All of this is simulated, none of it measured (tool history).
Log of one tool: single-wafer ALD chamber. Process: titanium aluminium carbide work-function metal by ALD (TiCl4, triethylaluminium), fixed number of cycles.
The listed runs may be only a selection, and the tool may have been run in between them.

run,hour,heater temperature setpoint (K),triethylaluminium pulse time (s),mean film thickness on the monitor wafer (Å)
1,0.0,573.15,11.88,22.253
2,1.1,573.15,9.60,21.914
3,7.9,571.15,9.33,21.632
4,12.0,571.15,11.10,22.172
5,17.5,581.15,11.10,22.783
6,20.1,576.15,10.41,22.460
7,21.2,572.15,10.01,21.978
8,27.7,569.15,9.60,21.738

Estimate the outcome of run 9 from the log above:
9,31.0,567.15,9.18,?

Logged for run 9: mean film thickness on the monitor wafer (Å) 21.219.
